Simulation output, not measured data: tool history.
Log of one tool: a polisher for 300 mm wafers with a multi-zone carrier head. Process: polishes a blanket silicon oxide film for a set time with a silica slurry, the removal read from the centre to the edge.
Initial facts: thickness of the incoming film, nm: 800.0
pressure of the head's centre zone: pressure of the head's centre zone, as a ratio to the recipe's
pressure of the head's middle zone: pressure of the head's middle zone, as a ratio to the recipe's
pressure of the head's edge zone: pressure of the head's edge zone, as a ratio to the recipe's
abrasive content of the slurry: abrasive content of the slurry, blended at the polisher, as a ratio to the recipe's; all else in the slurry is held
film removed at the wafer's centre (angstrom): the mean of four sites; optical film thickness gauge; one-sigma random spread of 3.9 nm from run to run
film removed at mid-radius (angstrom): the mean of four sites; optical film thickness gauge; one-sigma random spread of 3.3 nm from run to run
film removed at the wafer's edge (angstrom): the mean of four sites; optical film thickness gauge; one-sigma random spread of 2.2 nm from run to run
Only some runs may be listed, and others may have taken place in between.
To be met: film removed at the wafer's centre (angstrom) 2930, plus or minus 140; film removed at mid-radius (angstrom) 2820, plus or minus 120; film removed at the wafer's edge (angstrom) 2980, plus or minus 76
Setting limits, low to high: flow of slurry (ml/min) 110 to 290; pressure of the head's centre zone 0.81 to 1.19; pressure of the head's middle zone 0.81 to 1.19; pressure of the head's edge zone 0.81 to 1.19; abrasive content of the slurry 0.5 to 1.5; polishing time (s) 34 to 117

run,hour,flow of slurry (ml/min),pressure of the head's centre zone,pressure of the head's middle zone,pressure of the head's edge zone,abrasive content of the slurry,polishing time (s),film removed at the wafer's centre (angstrom),film removed at mid-radius (angstrom),film removed at the wafer's edge (angstrom)
1,0,185,1,1,1,1,75,2512.3,2545.9,2611.1
2,3.5,165,1,1,1,1,75,2551.2,2561.2,2559.6
3,9.8,180,1.02,1.01,1.03,1.05,75,2680,2683.1,2673.1
4,17.6,195,1.03,1,1.06,1.05,75,2719.1,2666.9,2746.1
5,26.3,205,1.04,1,1.08,1.05,75,2764.1,2662.5,2771.2
6,34.8,210,1.04,1,1.1,1.05,75,2783.5,2656.3,2820.1
7,36.2,215,1.04,1.01,1.11,1.05,75,2797.7,2670.7,2853.1
8,44.6,220,1.04,1.02,1.12,1.05,75,2775.2,2708.5,2865
9,51.2,225,1.05,1.03,1.13,1.05,75,2799.8,2746.5,2844.4
10,57.4,230,1.05,1.03,1.14,1.05,75,2849.4,2755.5,2882.9

Which of these 4 next moves meets every target?
A,63.6,240,1.1,1.1,1.15,0.95,73,?,?,?
B,63.6,240,1.1,1.05,1.07,1.05,73,?,?,?
C,63.6,205,1.12,1.01,1.08,1.05,76,?,?,?
D,63.6,225,1.06,1.04,1.16,1.1,75,?,?,?

move,film removed at the wafer's centre (angstrom),film removed at mid-radius (angstrom),film removed at the wafer's edge (angstrom)
A,2721.2,2728.1,2736.5
B,2841.4,2742.2,2757.3
C,2948.3,2715.5,2847.1
D,2852.1,2830.2,2994.4
A: misses by more than the last run did
B: misses by more than the last run did
C: misses by more than the last run did
D: all results land within tolerance of their targets
D is the move that brings every result within its allowed miss.
